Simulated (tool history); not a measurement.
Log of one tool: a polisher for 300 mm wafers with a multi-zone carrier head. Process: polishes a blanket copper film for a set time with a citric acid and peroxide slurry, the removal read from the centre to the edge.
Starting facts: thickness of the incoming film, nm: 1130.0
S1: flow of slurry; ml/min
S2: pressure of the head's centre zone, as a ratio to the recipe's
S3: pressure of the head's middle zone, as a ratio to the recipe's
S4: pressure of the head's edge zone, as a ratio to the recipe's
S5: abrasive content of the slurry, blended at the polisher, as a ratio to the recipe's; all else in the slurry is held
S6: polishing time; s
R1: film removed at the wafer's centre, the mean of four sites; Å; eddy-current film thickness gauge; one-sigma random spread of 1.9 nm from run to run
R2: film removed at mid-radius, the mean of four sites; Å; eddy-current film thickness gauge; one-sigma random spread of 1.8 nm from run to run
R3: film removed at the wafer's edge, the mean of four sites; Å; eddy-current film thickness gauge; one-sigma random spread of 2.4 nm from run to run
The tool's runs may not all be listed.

run	day	S1	S2	S3	S4	S5	S6	R1	R2	R3
1	0.000	160	1.00	1.00	1.00	1.00	40	1123.8	1164.4	1174.7
2	0.162	170	1.03	1.03	1.02	1.10	42	1278.0	1274.6	1297.2
3	0.438	180	1.04	1.06	1.01	1.15	44	1386.0	1403.7	1369.8
4	0.654	185	1.05	1.09	1.02	1.20	45	1435.1	1494.3	1394.4
5	0.838	185	1.05	1.09	1.11	1.20	45	1425.4	1489.8	1476.7
6	1.117	190	1.07	1.11	1.11	1.25	46	1519.8	1572.8	1546.6
7	1.321	195	1.08	1.13	1.11	1.30	47	1583.6	1657.8	1567.8
8	1.625	200	1.09	1.14	1.12	1.35	48	1632.9	1712.2	1620.6

Forecast run 9:
9	1.746	200	1.09	1.14	1.12	1.35	48	?	?	?

R1: 1660.7 Å
R2: 1719.8 Å
R3: 1658.0 Å

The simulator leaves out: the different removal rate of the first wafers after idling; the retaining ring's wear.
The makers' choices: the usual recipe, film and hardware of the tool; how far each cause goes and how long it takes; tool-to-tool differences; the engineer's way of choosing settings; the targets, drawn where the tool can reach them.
